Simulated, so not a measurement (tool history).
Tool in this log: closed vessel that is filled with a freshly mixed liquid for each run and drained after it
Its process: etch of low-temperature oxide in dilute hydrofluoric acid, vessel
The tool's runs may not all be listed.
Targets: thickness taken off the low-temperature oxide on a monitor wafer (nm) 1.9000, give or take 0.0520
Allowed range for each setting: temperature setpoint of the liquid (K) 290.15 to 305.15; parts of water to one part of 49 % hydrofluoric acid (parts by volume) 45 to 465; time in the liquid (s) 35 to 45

run	hour	temperature setpoint of the liquid (K)	parts of water to one part of 49 % hydrofluoric acid (parts by volume)	time in the liquid (s)	thickness taken off the low-temperature oxide on a monitor wafer (nm)
1	0.0	297.15	255	45	3.9534
2	3.5	297.15	255	45	3.8670
3	12.4	295.65	275	45	3.4146
4	21.0	295.65	275	45	3.4239
5	23.3	294.65	295	45	2.9796
6	32.3	293.65	310	45	2.7111
7	39.7	293.15	320	45	2.5584
8	45.9	292.65	330	45	2.4079
9	50.1	292.15	340	45	2.2813

Below are 4 possible settings for the next run. Only one of them brings all results inside the allowed miss of their targets. Which is it?
A	54.3	295.65	370	35	?
B	54.3	291.65	360	45	?
C	54.3	292.15	360	40	?
D	54.3	294.15	320	35	?

move	thickness taken off the low-temperature oxide on a monitor wafer (nm)
A	1.8238
B	2.1126
C	1.9120
D	2.0927
A: moves the result that the last run missed by most past its target, out the other side
B: closer than the last run, but not yet in spec
C: each result inside its tolerance
D: closer than the last run, but not yet in spec
Move C is the one to make.
